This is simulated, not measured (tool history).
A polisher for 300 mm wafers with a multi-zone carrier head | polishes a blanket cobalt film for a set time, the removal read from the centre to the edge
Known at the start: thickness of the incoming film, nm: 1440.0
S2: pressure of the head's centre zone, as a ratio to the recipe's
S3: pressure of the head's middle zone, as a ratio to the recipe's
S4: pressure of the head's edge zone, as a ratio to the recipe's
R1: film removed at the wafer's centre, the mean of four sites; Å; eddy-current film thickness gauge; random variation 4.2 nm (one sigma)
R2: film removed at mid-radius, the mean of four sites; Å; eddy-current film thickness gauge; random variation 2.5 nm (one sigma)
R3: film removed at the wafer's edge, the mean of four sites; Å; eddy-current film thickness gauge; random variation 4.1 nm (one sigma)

Run 1, hour 0: flow of slurry (ml/min) 150, S2 1, S3 1, S4 1, polishing time (s) 71. Result: R1 5247.9 Å, R2 5121.6 Å, R3 5086.5 Å.
Run 2, hour 1: flow of slurry (ml/min) 135, S2 1, S3 1, S4 1, polishing time (s) 71. Result: R1 5188.1 Å, R2 4998.6 Å, R3 4975.2 Å.
Run 3, hour 9.8: flow of slurry (ml/min) 135, S2 1, S3 1, S4 0.95, polishing time (s) 71. Result: R1 5034.7 Å, R2 5035 Å, R3 4877 Å.
Run 4, hour 14: flow of slurry (ml/min) 135, S2 1, S3 1.08, S4 0.95, polishing time (s) 71. Result: R1 5149.6 Å, R2 5345.2 Å, R3 4829.7 Å.
Run 5, hour 17.3: flow of slurry (ml/min) 130, S2 0.99, S3 1.06, S4 0.94, polishing time (s) 68. Result: R1 4723.6 Å, R2 4976.3 Å, R3 4589.5 Å.
Run 6, hour 24.1: flow of slurry (ml/min) 130, S2 1.03, S3 1.06, S4 0.94, polishing time (s) 68. Result: R1 5006.3 Å, R2 4938.9 Å, R3 4678.1 Å.
Run 7, hour 26.2: flow of slurry (ml/min) 130, S2 1.02, S3 1.05, S4 0.93, polishing time (s) 65. Result: R1 4775.6 Å, R2 4749.8 Å, R3 4403 Å.

Forecast run 8:
Run 8, hour 34.3: flow of slurry (ml/min) 130, S2 1.01, S3 1.03, S4 0.92, polishing time (s) 63. Result: R1 ?, R2 ?, R3 ?.

Run 8 gave R1 4588.9 Å, R2 4475.6 Å, R3 4180.7 Å.

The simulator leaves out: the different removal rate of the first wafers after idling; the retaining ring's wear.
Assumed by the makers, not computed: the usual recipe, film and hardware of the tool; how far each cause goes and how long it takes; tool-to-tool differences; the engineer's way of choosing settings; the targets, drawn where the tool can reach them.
